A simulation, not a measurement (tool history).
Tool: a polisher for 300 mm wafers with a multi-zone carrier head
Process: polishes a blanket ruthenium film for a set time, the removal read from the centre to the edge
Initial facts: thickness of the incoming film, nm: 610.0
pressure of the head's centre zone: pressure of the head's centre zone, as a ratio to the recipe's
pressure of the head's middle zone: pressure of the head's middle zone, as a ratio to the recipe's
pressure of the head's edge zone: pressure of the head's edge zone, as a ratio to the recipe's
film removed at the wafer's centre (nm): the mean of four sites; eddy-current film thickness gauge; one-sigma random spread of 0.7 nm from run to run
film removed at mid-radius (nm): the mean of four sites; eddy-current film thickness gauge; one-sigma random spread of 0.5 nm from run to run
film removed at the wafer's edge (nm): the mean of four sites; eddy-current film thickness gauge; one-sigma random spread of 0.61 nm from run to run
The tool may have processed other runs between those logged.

run    day  flow of slurry (ml/min)  pressure of the head's centre zone  pressure of the head's middle zone  pressure of the head's edge zone  polishing time (s)  film removed at the wafer's centre (nm)  film removed at mid-radius (nm)  film removed at the wafer's edge (nm)
  1  0.000                      170                                1.00                                1.00                              1.00                  69                                   65.417                           67.156                                 65.812
  2  0.171                      165                                1.01                                0.98                              0.98                  68                                   64.081                           64.899                                 64.223
  3  0.246                      160                                1.02                                0.96                              0.97                  67                                   64.733                           61.039                                 63.178
  4  0.379                      155                                1.02                                0.95                              0.95                  66                                   61.788                           60.852                                 61.592
  5  0.421                      155                                1.03                                0.94                              0.94                  65                                   62.711                           59.538                                 60.502
  6  0.775                      155                                1.03                                0.90                              0.94                  65                                   62.894                           57.184                                 59.830

Expected results for the next run?
  7  1.104                      155                                1.03                                0.90                              0.94                  65                                        ?                                ?                                      ?

{"run 7": {"film removed at the wafer's centre (nm)": 62.159, "film removed at mid-radius (nm)": 57.436, "film removed at the wafer's edge (nm)": 60.88}}
